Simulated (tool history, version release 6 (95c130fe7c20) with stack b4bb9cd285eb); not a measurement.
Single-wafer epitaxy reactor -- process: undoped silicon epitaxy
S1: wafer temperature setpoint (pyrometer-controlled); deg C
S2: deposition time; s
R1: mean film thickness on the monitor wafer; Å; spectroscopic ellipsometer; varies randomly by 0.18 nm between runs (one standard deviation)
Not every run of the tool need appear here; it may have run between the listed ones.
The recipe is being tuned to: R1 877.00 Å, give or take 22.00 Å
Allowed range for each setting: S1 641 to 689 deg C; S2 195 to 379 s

Run 1, hour 0.0: S1 665 deg C, S2 287 s. Result: R1 646.71 Å.
Run 2, hour 1.2: S1 668 deg C, S2 287 s. Result: R1 692.48 Å.
Run 3, hour 6.2: S1 670 deg C, S2 287 s. Result: R1 721.16 Å.
Run 4, hour 13.1: S1 672 deg C, S2 287 s. Result: R1 751.19 Å.
At hour 20.1: pyrometer calibrated.
Run 5, hour 20.1: S1 672 deg C, S2 309 s. Result: R1 747.50 Å.
Run 6, hour 21.5: S1 674 deg C, S2 309 s. Result: R1 781.74 Å.
Run 7, hour 22.7: S1 675 deg C, S2 310 s. Result: R1 801.26 Å.
Run 8, hour 31.5: S1 676 deg C, S2 310 s. Result: R1 815.58 Å.
Run 9, hour 39.1: S1 677 deg C, S2 310 s. Result: R1 837.70 Å.
Run 10, hour 45.1: S1 677 deg C, S2 310 s. Result: R1 835.70 Å.
Run 11, hour 52.6: S1 677 deg C, S2 310 s. Result: R1 834.21 Å.
Run 12, hour 59.6: S1 678 deg C, S2 310 s. Result: R1 849.82 Å.

Consider the 5 candidate settings below. Which is the only one whose results all fall within their allowed miss of target?
Run A, hour 66.6: S1 678 deg C, S2 302 s. Result: R1 ?.
Run B, hour 66.6: S1 685 deg C, S2 253 s. Result: R1 ?.
Run C, hour 66.6: S1 678 deg C, S2 322 s. Result: R1 ?.
Run D, hour 66.6: S1 679 deg C, S2 288 s. Result: R1 ?.
Run E, hour 66.6: S1 686 deg C, S2 282 s. Result: R1 ?.

move      R1
   A  826.14
   B  801.65
   C  880.86
   D  804.67
   E  912.33
A: lands further from the targets than the last run did
B: lands further from the targets than the last run did
C: each result inside its tolerance
D: lands further from the targets than the last run did
E: moves the result that the last run missed by most past its target, out the other side
C meets every target.
